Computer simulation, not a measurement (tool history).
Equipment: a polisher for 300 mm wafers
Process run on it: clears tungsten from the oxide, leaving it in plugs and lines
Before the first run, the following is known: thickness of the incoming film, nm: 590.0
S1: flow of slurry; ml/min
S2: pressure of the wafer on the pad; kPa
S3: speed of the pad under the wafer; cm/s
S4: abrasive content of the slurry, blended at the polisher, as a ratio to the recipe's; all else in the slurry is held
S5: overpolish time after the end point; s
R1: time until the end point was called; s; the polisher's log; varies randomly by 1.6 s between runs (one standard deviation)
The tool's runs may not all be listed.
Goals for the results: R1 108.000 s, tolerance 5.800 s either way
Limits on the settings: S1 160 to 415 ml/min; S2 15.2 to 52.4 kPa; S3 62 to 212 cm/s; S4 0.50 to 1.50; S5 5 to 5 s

run  hour   S1    S2   S3    S4  S5      R1
  1   0.0  265  33.8  136  1.00   5  75.895
  2   8.5  265  33.8  136  1.00   5  78.190
  3  14.0  265  31.7  136  1.00   5  84.359
  4  21.1  265  31.7  136  1.10   5  83.690
  5  23.7  310  31.7  136  1.10   5  79.977
  6  24.7  310  30.3  136  1.10   5  83.991
  7  32.5  310  29.0  136  1.10   5  86.106
     35.1  -- slurry blender recalibrated
  8  35.1  305  27.6  136  1.10   5  86.456
  9  42.6  305  25.5  134  1.10   5  91.592
 10  49.0  305  24.1  132  1.10   5  99.855
 11  52.8  305  23.4  132  1.10   5  99.318

5 next moves are on the table. One of them brings every result within its allowed miss. Which?
  A  56.6  300  22.1  108  1.10   5   ?
  B  56.6  335  20.0  168  1.00   5   ?
  C  56.6  325  20.7  110  1.25   5   ?
  D  56.6  350  21.4  134  0.95   5   ?
  E  56.6  300  21.4  154  0.90   5   ?

move       R1
   A  120.410
   B   88.385
   C  120.700
   D  103.580
   E   93.532
A: the result that was furthest off in the last run now lies on the other side of its target
B: its largest miss is bigger than the last run's
C: the result that was furthest off in the last run now lies on the other side of its target
D: in spec on every target
E: its largest miss is bigger than the last run's
Go with D: it meets all targets.
